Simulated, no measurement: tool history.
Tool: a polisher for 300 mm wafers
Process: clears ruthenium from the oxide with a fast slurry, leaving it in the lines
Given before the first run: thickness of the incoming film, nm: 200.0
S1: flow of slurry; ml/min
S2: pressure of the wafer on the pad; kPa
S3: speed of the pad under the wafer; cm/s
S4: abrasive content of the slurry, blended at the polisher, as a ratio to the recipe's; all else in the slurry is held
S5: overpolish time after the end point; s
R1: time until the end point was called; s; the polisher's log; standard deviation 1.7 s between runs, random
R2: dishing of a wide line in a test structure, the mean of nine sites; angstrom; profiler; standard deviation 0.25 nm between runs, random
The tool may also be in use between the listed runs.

| run | hour | S1 | S2 | S3 | S4 | S5 | R1 | R2 |
|---|---|---|---|---|---|---|---|---|
| 1 | 0.0 | 255 | 15.2 | 80 | 1.00 | 29 | 69.357 | 551.07 |
| 2 | 8.6 | 255 | 17.9 | 80 | 1.00 | 29 | 59.240 | 631.54 |
| 3 | 14.2 | 255 | 17.9 | 80 | 1.15 | 29 | 54.444 | 677.06 |
| 4 | 18.4 | 255 | 17.9 | 80 | 1.15 | 21 | 54.780 | 533.97 |
| 5 | 26.5 | 255 | 17.9 | 96 | 1.15 | 21 | 46.453 | 599.67 |
| 6 | 31.7 | 255 | 17.9 | 96 | 1.00 | 21 | 50.658 | 554.43 |
| 7 | 36.7 | 255 | 15.9 | 90 | 0.95 | 19 | 61.934 | 423.72 |

Forecast run 8:
| 8 | 45.6 | 255 | 13.8 | 88 | 0.95 | 19 | ? | ? |

{"run 8": {"R1": 69.852, "R2": 370.06}}

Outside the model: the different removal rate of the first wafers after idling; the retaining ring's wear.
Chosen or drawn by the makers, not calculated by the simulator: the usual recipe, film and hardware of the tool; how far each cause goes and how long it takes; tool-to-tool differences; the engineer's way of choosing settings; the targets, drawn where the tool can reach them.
